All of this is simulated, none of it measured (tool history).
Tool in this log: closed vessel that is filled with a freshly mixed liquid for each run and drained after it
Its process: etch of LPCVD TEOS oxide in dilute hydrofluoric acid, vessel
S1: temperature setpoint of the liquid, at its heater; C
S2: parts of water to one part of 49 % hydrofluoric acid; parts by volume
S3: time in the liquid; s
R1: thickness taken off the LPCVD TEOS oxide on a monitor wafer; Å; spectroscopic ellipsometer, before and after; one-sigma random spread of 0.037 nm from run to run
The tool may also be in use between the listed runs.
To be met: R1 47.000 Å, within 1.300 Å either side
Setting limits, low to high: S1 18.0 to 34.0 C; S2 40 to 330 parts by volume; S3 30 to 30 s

{"run": 1, "day": 0.0, "S1": 26.0, "S2": 185, "S3": 30, "R1": 53.47}
{"run": 2, "day": 0.246, "S1": 25.0, "S2": 185, "S3": 30, "R1": 51.124}
{"run": 3, "day": 0.438, "S1": 25.0, "S2": 225, "S3": 30, "R1": 39.697}
{"run": 4, "day": 0.583, "S1": 26.0, "S2": 225, "S3": 30, "R1": 41.54}
{"run": 5, "day": 0.9, "S1": 26.0, "S2": 225, "S3": 30, "R1": 41.462}
{"run": 6, "day": 1.054, "S1": 26.0, "S2": 225, "S3": 30, "R1": 41.406}
{"run": 7, "day": 1.312, "S1": 27.0, "S2": 225, "S3": 30, "R1": 42.988}
{"run": 8, "day": 1.371, "S1": 27.5, "S2": 225, "S3": 30, "R1": 43.202}

Consider the 4 candidate settings below. Which is the only one whose results all fall within their allowed miss of target?
{"run": "A", "day": 1.429, "S1": 27.5, "S2": 205, "S3": 30, "R1": "?"}
{"run": "B", "day": 1.429, "S1": 26.0, "S2": 195, "S3": 30, "R1": "?"}
{"run": "C", "day": 1.429, "S1": 26.5, "S2": 230, "S3": 30, "R1": "?"}
{"run": "D", "day": 1.429, "S1": 28.5, "S2": 220, "S3": 30, "R1": "?"}

move=A R1=49.058
move=B R1=49.436
move=C R1=41.036
move=D R1=46.528
A: moves the result that the last run missed by most past its target, out the other side
B: moves the result that the last run missed by most past its target, out the other side
C: further off than the last run
D: each result inside its tolerance
D meets every target.
